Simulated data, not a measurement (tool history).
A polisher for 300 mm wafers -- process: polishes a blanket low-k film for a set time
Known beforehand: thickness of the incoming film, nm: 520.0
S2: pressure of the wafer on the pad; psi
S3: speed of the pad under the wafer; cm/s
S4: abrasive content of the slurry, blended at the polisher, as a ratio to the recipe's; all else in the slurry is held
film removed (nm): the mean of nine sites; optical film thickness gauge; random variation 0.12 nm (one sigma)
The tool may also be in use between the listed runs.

Run 1, hour 0: flow of slurry (ml/min) 265, S2 2 psi, S3 98 cm/s, S4 1, polishing time (s) 59. Result: film removed (nm) 27.479.
Run 2, hour 1.5: flow of slurry (ml/min) 260, S2 1.8 psi, S3 98 cm/s, S4 1, polishing time (s) 59. Result: film removed (nm) 24.751.
Run 3, hour 2.9: flow of slurry (ml/min) 255, S2 1.7 psi, S3 98 cm/s, S4 1, polishing time (s) 59. Result: film removed (nm) 23.828.
Run 4, hour 4.8: flow of slurry (ml/min) 255, S2 1.6 psi, S3 98 cm/s, S4 1, polishing time (s) 59. Result: film removed (nm) 22.698.
Run 5, hour 11.7: flow of slurry (ml/min) 255, S2 2.1 psi, S3 98 cm/s, S4 1, polishing time (s) 59. Result: film removed (nm) 28.749.
Run 6, hour 18.9: flow of slurry (ml/min) 255, S2 1.9 psi, S3 98 cm/s, S4 1, polishing time (s) 59. Result: film removed (nm) 26.525.
Run 7, hour 19.5: flow of slurry (ml/min) 255, S2 1.7 psi, S3 98 cm/s, S4 1, polishing time (s) 59. Result: film removed (nm) 23.799.

Run 8 comes next. What will it give?
Run 8, hour 24.7: flow of slurry (ml/min) 255, S2 1.6 psi, S3 98 cm/s, S4 1, polishing time (s) 59. Result: film removed (nm) ?.

Run 8 came out at film removed (nm) 22.444.

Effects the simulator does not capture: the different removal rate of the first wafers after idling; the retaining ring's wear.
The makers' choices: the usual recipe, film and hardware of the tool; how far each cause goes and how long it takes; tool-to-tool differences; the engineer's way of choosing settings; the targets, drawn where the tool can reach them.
